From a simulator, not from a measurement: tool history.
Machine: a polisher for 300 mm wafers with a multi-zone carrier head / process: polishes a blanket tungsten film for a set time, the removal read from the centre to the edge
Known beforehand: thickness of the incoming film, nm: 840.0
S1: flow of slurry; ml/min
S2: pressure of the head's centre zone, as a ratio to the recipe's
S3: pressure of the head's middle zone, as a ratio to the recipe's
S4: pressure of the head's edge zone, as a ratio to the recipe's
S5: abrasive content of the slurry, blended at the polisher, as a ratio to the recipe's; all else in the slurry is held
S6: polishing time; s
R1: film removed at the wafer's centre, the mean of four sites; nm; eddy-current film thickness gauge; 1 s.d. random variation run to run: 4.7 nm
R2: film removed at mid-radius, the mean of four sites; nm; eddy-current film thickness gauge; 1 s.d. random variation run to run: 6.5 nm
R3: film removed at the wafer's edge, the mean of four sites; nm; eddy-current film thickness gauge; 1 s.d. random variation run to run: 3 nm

run  hour   S1    S2    S3    S4    S5  S6      R1      R2      R3
  1   0.0  150  1.00  1.00  1.00  1.00  44  254.85  253.94  261.91
  2   2.3  150  1.00  0.93  1.00  1.00  44  255.20  243.20  259.98
  3  10.2  150  1.00  0.85  1.00  1.00  44  254.01  222.26  260.75
  4  13.9  155  0.99  0.89  1.01  1.05  45  254.31  245.25  269.94
  5  22.6  155  0.99  0.89  1.01  0.85  45  242.43  234.51  253.44
     30.1  -- worn pad replaced by a new one
  6  30.1  160  0.98  0.92  1.01  0.90  46  293.36  278.45  300.60
  7  36.5  165  0.96  0.95  1.01  0.90  45  277.57  279.05  298.28
  8  38.7  170  0.94  0.98  0.99  0.85  44  257.76  271.03  281.36
  9  42.2  200  0.90  1.08  1.02  1.10  50  315.86  368.77  353.58
 10  46.8  205  0.90  1.09  1.02  1.10  50  315.11  384.47  351.11
 11  49.7  205  0.90  1.10  1.02  1.10  50  324.08  364.48  357.38
 12  57.6  210  0.89  1.11  1.01  1.15  50  324.44  393.60  355.57

Run 13, settings as shown, results not yet in. Your forecast:
 13  60.4  220  0.86  1.13  1.01  1.20  50   ?   ?   ?

R1: 319.71 nm
R2: 402.61 nm
R3: 359.20 nm

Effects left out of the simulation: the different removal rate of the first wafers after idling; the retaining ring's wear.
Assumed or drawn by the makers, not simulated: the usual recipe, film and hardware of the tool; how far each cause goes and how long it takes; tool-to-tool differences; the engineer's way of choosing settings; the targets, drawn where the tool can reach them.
